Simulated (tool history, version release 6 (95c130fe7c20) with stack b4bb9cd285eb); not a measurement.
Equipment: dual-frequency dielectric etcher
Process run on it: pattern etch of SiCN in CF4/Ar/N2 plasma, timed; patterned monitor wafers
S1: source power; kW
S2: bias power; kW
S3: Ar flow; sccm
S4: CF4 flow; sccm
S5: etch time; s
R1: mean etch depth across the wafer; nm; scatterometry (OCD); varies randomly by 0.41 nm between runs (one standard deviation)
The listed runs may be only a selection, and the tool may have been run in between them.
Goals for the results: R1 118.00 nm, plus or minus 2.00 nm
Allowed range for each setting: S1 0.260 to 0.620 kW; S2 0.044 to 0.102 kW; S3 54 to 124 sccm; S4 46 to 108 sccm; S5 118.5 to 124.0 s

Run 1, hour 0.0: S1 0.440 kW, S2 0.073 kW, S3 89 sccm, S4 77 sccm, S5 118.5 s. Result: R1 109.74 nm.
Run 2, hour 2.8: S1 0.450 kW, S2 0.073 kW, S3 89 sccm, S4 77 sccm, S5 118.5 s. Result: R1 112.72 nm.
Run 3, hour 7.3: S1 0.460 kW, S2 0.073 kW, S3 89 sccm, S4 77 sccm, S5 118.5 s. Result: R1 114.05 nm.
Run 4, hour 12.0: S1 0.510 kW, S2 0.073 kW, S3 89 sccm, S4 77 sccm, S5 118.5 s. Result: R1 122.31 nm.
Run 5, hour 20.1: S1 0.510 kW, S2 0.073 kW, S3 89 sccm, S4 84 sccm, S5 118.5 s. Result: R1 124.22 nm.
Run 6, hour 25.4: S1 0.580 kW, S2 0.073 kW, S3 89 sccm, S4 84 sccm, S5 118.5 s. Result: R1 137.33 nm.
Run 7, hour 32.4: S1 0.580 kW, S2 0.073 kW, S3 89 sccm, S4 84 sccm, S5 118.5 s. Result: R1 137.57 nm.
At hour 36.3: wet clean of the chamber.
Run 8, hour 36.3: S1 0.550 kW, S2 0.073 kW, S3 89 sccm, S4 84 sccm, S5 118.5 s. Result: R1 126.28 nm.
Run 9, hour 40.4: S1 0.540 kW, S2 0.073 kW, S3 89 sccm, S4 84 sccm, S5 118.5 s. Result: R1 124.09 nm.
Run 10, hour 47.3: S1 0.530 kW, S2 0.073 kW, S3 89 sccm, S4 84 sccm, S5 118.5 s. Result: R1 122.14 nm.
Run 11, hour 54.3: S1 0.520 kW, S2 0.073 kW, S3 89 sccm, S4 84 sccm, S5 118.5 s. Result: R1 121.96 nm.

Which of these 5 next moves meets every target?
Run A, hour 61.3: S1 0.550 kW, S2 0.087 kW, S3 98 sccm, S4 77 sccm, S5 120.0 s. Result: R1 ?.
Run B, hour 61.3: S1 0.510 kW, S2 0.079 kW, S3 82 sccm, S4 85 sccm, S5 123.0 s. Result: R1 ?.
Run C, hour 61.3: S1 0.530 kW, S2 0.080 kW, S3 93 sccm, S4 86 sccm, S5 122.5 s. Result: R1 ?.
Run D, hour 61.3: S1 0.540 kW, S2 0.072 kW, S3 91 sccm, S4 89 sccm, S5 120.0 s. Result: R1 ?.
Run E, hour 61.3: S1 0.500 kW, S2 0.077 kW, S3 105 sccm, S4 81 sccm, S5 120.5 s. Result: R1 ?.

move      R1
   A  128.65
   B  127.40
   C  128.87
   D  126.67
   E  117.49
A: further off than the last run
B: further off than the last run
C: further off than the last run
D: further off than the last run
E: all results in spec
The right move is E.

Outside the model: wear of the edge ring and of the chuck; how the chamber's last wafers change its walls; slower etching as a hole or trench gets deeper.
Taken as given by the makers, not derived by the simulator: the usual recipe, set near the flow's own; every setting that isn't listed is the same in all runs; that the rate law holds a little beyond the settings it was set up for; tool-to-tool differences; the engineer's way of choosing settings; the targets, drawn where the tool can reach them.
